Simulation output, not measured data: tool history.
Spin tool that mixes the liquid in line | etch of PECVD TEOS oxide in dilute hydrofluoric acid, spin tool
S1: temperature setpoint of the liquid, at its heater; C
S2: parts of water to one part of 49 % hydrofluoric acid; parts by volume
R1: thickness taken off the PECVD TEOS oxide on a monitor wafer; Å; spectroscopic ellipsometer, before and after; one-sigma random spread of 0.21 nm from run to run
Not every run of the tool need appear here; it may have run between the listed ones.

Run 1, hour 0.0: S1 21.0 C, S2 60 parts by volume, time under the liquid (s) 15. Result: R1 67.373 Å.
Run 2, hour 2.8: S1 21.0 C, S2 80 parts by volume, time under the liquid (s) 15. Result: R1 49.330 Å.
Run 3, hour 11.8: S1 21.0 C, S2 80 parts by volume, time under the liquid (s) 15. Result: R1 49.595 Å.
Run 4, hour 15.2: S1 23.0 C, S2 65 parts by volume, time under the liquid (s) 15. Result: R1 67.124 Å.
Run 5, hour 21.7: S1 24.5 C, S2 55 parts by volume, time under the liquid (s) 15. Result: R1 85.903 Å.
Run 6, hour 26.7: S1 25.5 C, S2 45 parts by volume, time under the liquid (s) 15. Result: R1 111.090 Å.
Run 7, hour 33.4: S1 25.5 C, S2 45 parts by volume, time under the liquid (s) 15. Result: R1 110.210 Å.
Run 8, hour 35.2: S1 26.5 C, S2 40 parts by volume, time under the liquid (s) 15. Result: R1 128.850 Å.
Run 9, hour 42.7: S1 27.0 C, S2 35 parts by volume, time under the liquid (s) 15. Result: R1 152.240 Å.
Run 10, hour 50.7: S1 29.0 C, S2 20 parts by volume, time under the liquid (s) 15. Result: R1 300.030 Å.
Run 11, hour 54.3: S1 28.0 C, S2 20 parts by volume, time under the liquid (s) 15. Result: R1 286.380 Å.
Run 12, hour 63.1: S1 26.0 C, S2 20 parts by volume, time under the liquid (s) 15. Result: R1 263.400 Å.
Run 13, hour 70.5: S1 24.5 C, S2 20 parts by volume, time under the liquid (s) 15. Result: R1 247.570 Å.

Predict the results of run 14:
Run 14, hour 78.3: S1 23.5 C, S2 20 parts by volume, time under the liquid (s) 15. Result: R1 ?.

R1: 236.770 Å

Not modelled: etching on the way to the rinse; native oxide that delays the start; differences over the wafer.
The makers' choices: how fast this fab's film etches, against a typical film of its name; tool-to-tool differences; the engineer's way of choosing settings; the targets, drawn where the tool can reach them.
